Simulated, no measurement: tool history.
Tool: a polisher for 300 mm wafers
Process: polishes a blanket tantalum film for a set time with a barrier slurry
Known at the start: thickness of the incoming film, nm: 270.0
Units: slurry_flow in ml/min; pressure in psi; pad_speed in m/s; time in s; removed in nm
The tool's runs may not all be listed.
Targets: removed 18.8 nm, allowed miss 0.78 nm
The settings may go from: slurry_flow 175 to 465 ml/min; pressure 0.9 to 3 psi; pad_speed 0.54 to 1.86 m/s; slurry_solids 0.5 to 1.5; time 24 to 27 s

Run 1, hour 0: slurry_flow 295 ml/min, pressure 1.9 psi, pad_speed 1.18 m/s, slurry_solids 1, time 27 s. Result: removed 51.466 nm.
Run 2, hour 7.3: slurry_flow 295 ml/min, pressure 1.9 psi, pad_speed 1.18 m/s, slurry_solids 1, time 27 s. Result: removed 51.712 nm.
Run 3, hour 10.2: slurry_flow 295 ml/min, pressure 1.9 psi, pad_speed 1.18 m/s, slurry_solids 1, time 27 s. Result: removed 49.595 nm.
Run 4, hour 14: slurry_flow 295 ml/min, pressure 1.7 psi, pad_speed 1.08 m/s, slurry_solids 1, time 27 s. Result: removed 43.574 nm.
Run 5, hour 19.4: slurry_flow 295 ml/min, pressure 1.7 psi, pad_speed 1.08 m/s, slurry_solids 0.8, time 27 s. Result: removed 40.171 nm.
Run 6, hour 22.7: slurry_flow 295 ml/min, pressure 1.5 psi, pad_speed 0.98 m/s, slurry_solids 0.8, time 27 s. Result: removed 34.16 nm.
Run 7, hour 25.8: slurry_flow 295 ml/min, pressure 1.4 psi, pad_speed 0.9 m/s, slurry_solids 0.8, time 27 s. Result: removed 31.083 nm.
Run 8, hour 31.5: slurry_flow 295 ml/min, pressure 1.3 psi, pad_speed 0.84 m/s, slurry_solids 0.8, time 27 s. Result: removed 28.137 nm.
Run 9, hour 36.5: slurry_flow 295 ml/min, pressure 0.9 psi, pad_speed 0.58 m/s, slurry_solids 0.75, time 27 s. Result: removed 15.992 nm.
Run 10, hour 43.2: slurry_flow 295 ml/min, pressure 1 psi, pad_speed 0.58 m/s, slurry_solids 0.75, time 27 s. Result: removed 17.991 nm.

Which of these 4 next moves meets every target?
Run A, hour 49.9: slurry_flow 330 ml/min, pressure 1 psi, pad_speed 0.66 m/s, slurry_solids 0.85, time 26 s. Result: removed ?.
Run B, hour 49.9: slurry_flow 340 ml/min, pressure 1 psi, pad_speed 0.6 m/s, slurry_solids 1.2, time 26 s. Result: removed ?.
Run C, hour 49.9: slurry_flow 250 ml/min, pressure 1 psi, pad_speed 0.7 m/s, slurry_solids 0.7, time 24 s. Result: removed ?.
Run D, hour 49.9: slurry_flow 360 ml/min, pressure 1.1 psi, pad_speed 0.64 m/s, slurry_solids 0.5, time 27 s. Result: removed ?.

move  removed
   A   19.018
   B    20.23
   C   16.481
   D    17.18
A: meets every target
B: takes the result that was furthest off past its target
C: further off than the last run
D: further off than the last run
Move A is the one to make.
